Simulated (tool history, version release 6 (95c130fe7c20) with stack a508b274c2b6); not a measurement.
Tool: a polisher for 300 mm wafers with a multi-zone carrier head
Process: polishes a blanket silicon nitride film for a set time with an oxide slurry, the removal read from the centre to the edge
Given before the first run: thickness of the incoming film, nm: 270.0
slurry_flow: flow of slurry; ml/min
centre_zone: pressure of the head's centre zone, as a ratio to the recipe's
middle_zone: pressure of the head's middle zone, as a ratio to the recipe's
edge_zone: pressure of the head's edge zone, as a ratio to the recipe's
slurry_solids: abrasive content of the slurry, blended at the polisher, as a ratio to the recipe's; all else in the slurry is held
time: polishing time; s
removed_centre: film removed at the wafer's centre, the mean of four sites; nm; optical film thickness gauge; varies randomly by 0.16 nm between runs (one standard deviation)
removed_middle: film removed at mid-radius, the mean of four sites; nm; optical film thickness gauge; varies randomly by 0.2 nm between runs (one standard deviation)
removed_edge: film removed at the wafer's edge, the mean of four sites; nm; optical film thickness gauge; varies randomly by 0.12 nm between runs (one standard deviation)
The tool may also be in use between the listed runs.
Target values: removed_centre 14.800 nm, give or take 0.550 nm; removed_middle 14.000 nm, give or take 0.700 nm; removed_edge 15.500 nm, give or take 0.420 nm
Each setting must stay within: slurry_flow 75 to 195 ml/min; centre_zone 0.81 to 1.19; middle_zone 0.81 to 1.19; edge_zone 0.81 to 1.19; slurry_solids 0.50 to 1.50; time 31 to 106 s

Run 1, day 0.000: slurry_flow 125 ml/min, centre_zone 1.00, middle_zone 1.00, edge_zone 1.00, slurry_solids 1.00, time 68 s. Result: removed_centre 26.477 nm, removed_middle 25.579 nm, removed_edge 26.159 nm.
Run 2, day 0.300: slurry_flow 125 ml/min, centre_zone 1.00, middle_zone 1.00, edge_zone 1.04, slurry_solids 1.00, time 68 s. Result: removed_centre 25.943 nm, removed_middle 25.673 nm, removed_edge 26.480 nm.
Run 3, day 0.583: slurry_flow 115 ml/min, centre_zone 0.97, middle_zone 0.97, edge_zone 1.00, slurry_solids 0.85, time 63 s. Result: removed_centre 20.181 nm, removed_middle 20.498 nm, removed_edge 21.165 nm.
Run 4, day 0.883: slurry_flow 115 ml/min, centre_zone 0.97, middle_zone 0.97, edge_zone 1.00, slurry_solids 1.00, time 63 s. Result: removed_centre 22.953 nm, removed_middle 22.414 nm, removed_edge 23.611 nm.
Run 5, day 0.988: slurry_flow 115 ml/min, centre_zone 0.97, middle_zone 0.97, edge_zone 1.00, slurry_solids 1.00, time 52 s. Result: removed_centre 18.673 nm, removed_middle 19.015 nm, removed_edge 19.745 nm.
Run 6, day 1.346: slurry_flow 115 ml/min, centre_zone 0.97, middle_zone 0.97, edge_zone 1.06, slurry_solids 1.00, time 52 s. Result: removed_centre 18.575 nm, removed_middle 19.015 nm, removed_edge 20.088 nm.
Run 7, day 1.517: slurry_flow 110 ml/min, centre_zone 0.96, middle_zone 0.93, edge_zone 1.01, slurry_solids 0.90, time 52 s. Result: removed_centre 16.981 nm, removed_middle 16.372 nm, removed_edge 18.367 nm.
Run 8, day 1.883: slurry_flow 105 ml/min, centre_zone 0.95, middle_zone 0.92, edge_zone 0.96, slurry_solids 0.85, time 52 s. Result: removed_centre 15.775 nm, removed_middle 15.699 nm, removed_edge 16.820 nm.

Which of these 5 next moves meets every target?
Run A, day 2.250: slurry_flow 120 ml/min, centre_zone 1.01, middle_zone 1.01, edge_zone 0.81, slurry_solids 0.80, time 54 s. Result: removed_centre ?, removed_middle ?, removed_edge ?.
Run B, day 2.250: slurry_flow 95 ml/min, centre_zone 0.87, middle_zone 0.97, edge_zone 1.10, slurry_solids 1.10, time 49 s. Result: removed_centre ?, removed_middle ?, removed_edge ?.
Run C, day 2.250: slurry_flow 105 ml/min, centre_zone 0.97, middle_zone 0.86, edge_zone 0.98, slurry_solids 0.90, time 46 s. Result: removed_centre ?, removed_middle ?, removed_edge ?.
Run D, day 2.250: slurry_flow 135 ml/min, centre_zone 1.09, middle_zone 1.19, edge_zone 0.83, slurry_solids 0.70, time 56 s. Result: removed_centre ?, removed_middle ?, removed_edge ?.
Run E, day 2.250: slurry_flow 105 ml/min, centre_zone 1.06, middle_zone 1.03, edge_zone 0.88, slurry_solids 0.90, time 49 s. Result: removed_centre ?, removed_middle ?, removed_edge ?.

move  removed_centre  removed_middle  removed_edge
   A          17.235          16.813        15.676
   B          15.847          17.795        19.957
   C          14.961          14.143        15.743
   D          17.355          17.004        14.567
   E          17.439          16.446        15.928
A: the furthest-off result lands on target, but another misses its tolerance
B: moves away from the targets compared with the last run
C: meets every target
D: carries the result that was furthest off beyond its target, to the other side
E: moves away from the targets compared with the last run
Move C is the one to make.
